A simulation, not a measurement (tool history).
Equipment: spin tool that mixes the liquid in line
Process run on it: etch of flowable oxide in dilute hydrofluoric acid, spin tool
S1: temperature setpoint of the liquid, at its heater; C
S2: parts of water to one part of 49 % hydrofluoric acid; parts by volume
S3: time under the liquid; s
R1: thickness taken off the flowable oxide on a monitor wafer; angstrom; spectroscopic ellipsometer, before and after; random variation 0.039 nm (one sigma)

Run 1, hour 0.0: S1 24.0 C, S2 230 parts by volume, S3 70 s. Result: R1 70.492 angstrom.
Run 2, hour 5.7: S1 24.5 C, S2 230 parts by volume, S3 70 s. Result: R1 71.716 angstrom.
Run 3, hour 11.0: S1 24.5 C, S2 160 parts by volume, S3 70 s. Result: R1 112.270 angstrom.
Run 4, hour 17.5: S1 24.5 C, S2 160 parts by volume, S3 70 s. Result: R1 112.540 angstrom.
Run 5, hour 18.8: S1 23.5 C, S2 160 parts by volume, S3 70 s. Result: R1 107.280 angstrom.
Run 6, hour 22.2: S1 22.5 C, S2 160 parts by volume, S3 70 s. Result: R1 103.690 angstrom.
Run 7, hour 27.5: S1 22.0 C, S2 160 parts by volume, S3 70 s. Result: R1 100.510 angstrom.

Run 8 is up next; what results do you expect?
Run 8, hour 29.3: S1 21.5 C, S2 160 parts by volume, S3 70 s. Result: R1 ?.

Run 8 came out at R1 99.775 angstrom.
